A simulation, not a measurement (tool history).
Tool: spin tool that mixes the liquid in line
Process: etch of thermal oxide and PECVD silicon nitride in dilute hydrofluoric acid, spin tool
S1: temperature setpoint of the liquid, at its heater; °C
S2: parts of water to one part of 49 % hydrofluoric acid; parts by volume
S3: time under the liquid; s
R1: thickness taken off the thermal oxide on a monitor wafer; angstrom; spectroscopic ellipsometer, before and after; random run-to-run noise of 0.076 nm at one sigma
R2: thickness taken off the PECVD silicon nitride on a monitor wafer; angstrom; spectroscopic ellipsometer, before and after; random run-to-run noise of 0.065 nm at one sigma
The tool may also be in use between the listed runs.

run  hour    S1   S2   S3      R1      R2
  1   0.0  22.0  200  180  38.002  12.255
  2   1.0  22.0  175  180  44.403  13.566
  3   8.2  22.0  200  180  38.498  11.933
  4  15.3  22.5  180  180  43.962  14.249
  5  18.2  22.5  180  140  34.514  10.270
  6  22.6  23.0  160  140  40.042  12.235
  7  25.7  23.5  140  145  49.982  15.063

For run 8, what comes out?
  8  32.3  24.0  125  145   ?   ?

{"run 8": {"R1": 57.177, "R2": 17.998}}
